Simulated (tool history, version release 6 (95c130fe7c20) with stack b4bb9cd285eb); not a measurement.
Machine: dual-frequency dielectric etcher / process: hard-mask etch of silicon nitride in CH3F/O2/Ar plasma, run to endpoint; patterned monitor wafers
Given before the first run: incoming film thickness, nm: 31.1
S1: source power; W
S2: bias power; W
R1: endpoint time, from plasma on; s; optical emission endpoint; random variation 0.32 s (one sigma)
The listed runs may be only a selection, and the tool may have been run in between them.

run,day,S1,S2,R1
1,0.000,360,69,45.107
2,0.300,340,68,47.747
3,0.442,340,78,45.127
4,0.788,330,77,46.521
5,1.075,270,77,52.849
6,1.338,230,77,59.664

Run 7 is up next; what results do you expect?
7,1.383,230,77,?

R1: 60.356 s

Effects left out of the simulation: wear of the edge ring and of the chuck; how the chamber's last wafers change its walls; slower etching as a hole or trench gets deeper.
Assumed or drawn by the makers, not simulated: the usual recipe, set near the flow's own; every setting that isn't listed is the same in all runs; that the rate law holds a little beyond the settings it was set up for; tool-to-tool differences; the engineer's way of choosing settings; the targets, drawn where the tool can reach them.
